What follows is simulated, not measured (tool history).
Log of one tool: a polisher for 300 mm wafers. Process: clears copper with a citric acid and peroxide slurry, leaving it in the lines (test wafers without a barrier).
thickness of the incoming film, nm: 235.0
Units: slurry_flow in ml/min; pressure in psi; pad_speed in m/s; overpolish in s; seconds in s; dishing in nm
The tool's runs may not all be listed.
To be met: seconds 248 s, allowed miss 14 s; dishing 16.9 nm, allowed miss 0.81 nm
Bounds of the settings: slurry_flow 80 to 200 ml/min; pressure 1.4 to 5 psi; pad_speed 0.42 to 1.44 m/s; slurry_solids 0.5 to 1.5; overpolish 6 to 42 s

Run 1, day 0: slurry_flow 130 ml/min, pressure 3.2 psi, pad_speed 0.92 m/s, slurry_solids 1, overpolish 21 s. Result: seconds 121.9 s, dishing 26.104 nm.
Run 2, day 0.271: slurry_flow 125 ml/min, pressure 2.8 psi, pad_speed 0.9 m/s, slurry_solids 1, overpolish 22 s. Result: seconds 148.38 s, dishing 23.371 nm.
Run 3, day 0.375: slurry_flow 125 ml/min, pressure 3.2 psi, pad_speed 0.9 m/s, slurry_solids 1, overpolish 22 s. Result: seconds 128.91 s, dishing 26.021 nm.
Run 4, day 0.733: slurry_flow 120 ml/min, pressure 2.8 psi, pad_speed 0.9 m/s, slurry_solids 1, overpolish 23 s. Result: seconds 145.4 s, dishing 24.281 nm.
Run 5, day 0.938: slurry_flow 120 ml/min, pressure 2.5 psi, pad_speed 0.88 m/s, slurry_solids 1, overpolish 24 s. Result: seconds 168.87 s, dishing 22.378 nm.
Run 6, day 1.025: slurry_flow 100 ml/min, pressure 2.5 psi, pad_speed 0.88 m/s, slurry_solids 1, overpolish 24 s. Result: seconds 178.82 s, dishing 21.536 nm.
Run 7, day 1.346: slurry_flow 95 ml/min, pressure 2.3 psi, pad_speed 0.88 m/s, slurry_solids 1, overpolish 24 s. Result: seconds 193.68 s, dishing 19.697 nm.
Run 8, day 1.612: slurry_flow 95 ml/min, pressure 2.2 psi, pad_speed 0.88 m/s, slurry_solids 1, overpolish 24 s. Result: seconds 202.92 s, dishing 18.596 nm.
Run 9, day 1.971: slurry_flow 90 ml/min, pressure 2.1 psi, pad_speed 0.88 m/s, slurry_solids 1, overpolish 25 s. Result: seconds 214.08 s, dishing 18.516 nm.
Run 10, day 2.25: slurry_flow 90 ml/min, pressure 2.1 psi, pad_speed 0.88 m/s, slurry_solids 1, overpolish 25 s. Result: seconds 219.04 s, dishing 18.533 nm.
Run 11, day 2.312: slurry_flow 90 ml/min, pressure 2 psi, pad_speed 0.88 m/s, slurry_solids 1, overpolish 25 s. Result: seconds 225.36 s, dishing 18.276 nm.

Which of these 4 next moves meets every target?
Run A, day 2.375: slurry_flow 100 ml/min, pressure 1.7 psi, pad_speed 1.08 m/s, slurry_solids 1.1, overpolish 26 s. Result: seconds ?, dishing ?.
Run B, day 2.375: slurry_flow 105 ml/min, pressure 2.4 psi, pad_speed 0.8 m/s, slurry_solids 0.95, overpolish 22 s. Result: seconds ?, dishing ?.
Run C, day 2.375: slurry_flow 95 ml/min, pressure 2.1 psi, pad_speed 0.86 m/s, slurry_solids 1.15, overpolish 21 s. Result: seconds ?, dishing ?.
Run D, day 2.375: slurry_flow 90 ml/min, pressure 1.7 psi, pad_speed 0.92 m/s, slurry_solids 1.1, overpolish 26 s. Result: seconds ?, dishing ?.

move  seconds  dishing
   A   203.23   19.502
   B   197.41   17.503
   C   208.12   15.908
   D   244.66   16.536
A: further off than the last run
B: brings the result that was furthest off to its target, and leaves another outside
C: takes the result that was furthest off past its target
D: meets every target
Move D is the one to make.
